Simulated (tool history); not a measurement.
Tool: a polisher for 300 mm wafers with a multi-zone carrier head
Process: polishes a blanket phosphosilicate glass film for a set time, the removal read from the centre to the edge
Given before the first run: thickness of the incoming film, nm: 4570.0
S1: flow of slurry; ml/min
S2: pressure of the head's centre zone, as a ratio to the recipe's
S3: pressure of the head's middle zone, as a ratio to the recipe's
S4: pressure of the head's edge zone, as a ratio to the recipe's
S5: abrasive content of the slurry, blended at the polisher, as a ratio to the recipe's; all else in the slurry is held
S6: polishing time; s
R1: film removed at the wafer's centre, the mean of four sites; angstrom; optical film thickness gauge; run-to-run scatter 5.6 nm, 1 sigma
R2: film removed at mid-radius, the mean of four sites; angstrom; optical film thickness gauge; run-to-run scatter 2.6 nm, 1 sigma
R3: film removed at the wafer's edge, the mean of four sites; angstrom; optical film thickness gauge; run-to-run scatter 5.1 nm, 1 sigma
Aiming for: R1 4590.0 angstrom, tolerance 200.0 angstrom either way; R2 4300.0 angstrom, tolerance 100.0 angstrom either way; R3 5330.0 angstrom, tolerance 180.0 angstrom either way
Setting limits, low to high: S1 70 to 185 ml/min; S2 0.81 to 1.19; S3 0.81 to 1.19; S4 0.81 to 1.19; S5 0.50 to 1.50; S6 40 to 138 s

run	hour	S1	S2	S3	S4	S5	S6	R1	R2	R3
1	0.0	120	1.00	1.00	1.00	1.00	88	7918.6	8148.5	8216.9
2	0.8	120	0.96	1.00	1.00	1.00	88	7617.0	8084.5	8048.4
3	7.4	110	0.95	0.95	1.01	0.85	85	6850.3	7002.3	7319.0
4	15.5	100	0.94	0.91	1.04	0.75	80	5983.1	5916.5	6613.6
5	18.3	100	0.94	0.91	1.04	0.75	60	4469.2	4442.0	4904.6
6	20.0	100	0.94	0.97	1.04	0.75	60	4411.0	4622.1	4986.1
7	24.8	95	0.95	0.95	1.08	0.75	60	4435.2	4517.7	4967.8
8	27.7	90	0.94	0.92	1.11	0.80	60	4328.5	4411.8	5127.3

Exercise: of the 4 proposed moves below, exactly one satisfies all targets within the stated allowed misses. Which move is it?
A	30.6	70	1.03	0.92	1.14	0.60	72	?	?	?
B	30.6	100	1.05	0.84	1.09	0.75	62	?	?	?
C	30.6	95	0.90	1.02	1.09	0.75	57	?	?	?
D	30.6	70	1.01	0.85	1.10	0.85	73	?	?	?

move	R1	R2	R3
A	4684.4	4330.8	5313.5
B	5207.8	4279.9	5264.2
C	4039.0	4551.5	4773.3
D	5194.4	4588.7	5906.8
A: hits every target within its allowed miss
B: carries the result that was furthest off beyond its target, to the other side
C: lands further from the targets than the last run did
D: carries the result that was furthest off beyond its target, to the other side
So the answer is move A, the one that meets all the targets.

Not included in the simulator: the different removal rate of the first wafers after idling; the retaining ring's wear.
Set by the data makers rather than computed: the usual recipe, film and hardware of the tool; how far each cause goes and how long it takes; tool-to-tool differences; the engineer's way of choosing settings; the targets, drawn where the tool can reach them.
